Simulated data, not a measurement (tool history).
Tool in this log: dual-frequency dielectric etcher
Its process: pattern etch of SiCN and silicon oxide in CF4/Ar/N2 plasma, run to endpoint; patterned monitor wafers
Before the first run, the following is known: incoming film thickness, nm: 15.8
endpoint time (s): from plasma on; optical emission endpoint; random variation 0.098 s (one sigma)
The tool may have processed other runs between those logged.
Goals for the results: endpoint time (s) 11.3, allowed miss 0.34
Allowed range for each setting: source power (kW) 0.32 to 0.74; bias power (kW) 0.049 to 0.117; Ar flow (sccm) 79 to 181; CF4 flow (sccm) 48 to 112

Run 1, hour 0: source power (kW) 0.53, bias power (kW) 0.083, Ar flow (sccm) 130, CF4 flow (sccm) 80. Result: endpoint time (s) 14.517.
Run 2, hour 1.2: source power (kW) 0.48, bias power (kW) 0.083, Ar flow (sccm) 130, CF4 flow (sccm) 80. Result: endpoint time (s) 15.629.
Run 3, hour 8: source power (kW) 0.41, bias power (kW) 0.083, Ar flow (sccm) 130, CF4 flow (sccm) 80. Result: endpoint time (s) 17.677.
Run 4, hour 11: source power (kW) 0.46, bias power (kW) 0.084, Ar flow (sccm) 129, CF4 flow (sccm) 80. Result: endpoint time (s) 15.983.
Run 5, hour 17.2: source power (kW) 0.46, bias power (kW) 0.092, Ar flow (sccm) 129, CF4 flow (sccm) 80. Result: endpoint time (s) 15.363.
Run 6, hour 23.1: source power (kW) 0.51, bias power (kW) 0.092, Ar flow (sccm) 129, CF4 flow (sccm) 80. Result: endpoint time (s) 13.876.
Run 7, hour 25.2: source power (kW) 0.53, bias power (kW) 0.092, Ar flow (sccm) 129, CF4 flow (sccm) 80. Result: endpoint time (s) 13.664.
Run 8, hour 31: source power (kW) 0.55, bias power (kW) 0.093, Ar flow (sccm) 129, CF4 flow (sccm) 80. Result: endpoint time (s) 12.963.
Run 9, hour 39.6: source power (kW) 0.57, bias power (kW) 0.093, Ar flow (sccm) 129, CF4 flow (sccm) 80. Result: endpoint time (s) 12.631.

4 candidate next runs follow, results not yet known. Just one meets every target within its allowed miss. Identify it.
Run A, hour 48.2: source power (kW) 0.62, bias power (kW) 0.102, Ar flow (sccm) 100, CF4 flow (sccm) 67. Result: endpoint time (s) ?.
Run B, hour 48.2: source power (kW) 0.61, bias power (kW) 0.117, Ar flow (sccm) 143, CF4 flow (sccm) 89. Result: endpoint time (s) ?.
Run C, hour 48.2: source power (kW) 0.51, bias power (kW) 0.09, Ar flow (sccm) 147, CF4 flow (sccm) 76. Result: endpoint time (s) ?.
Run D, hour 48.2: source power (kW) 0.64, bias power (kW) 0.11, Ar flow (sccm) 95, CF4 flow (sccm) 70. Result: endpoint time (s) ?.

move  endpoint time (s)
   A             11.243
   B             10.648
   C             14.422
   D             10.448
A: all results in spec
B: carries the result that was furthest off beyond its target, to the other side
C: misses by more than the last run did
D: carries the result that was furthest off beyond its target, to the other side
Answer: A
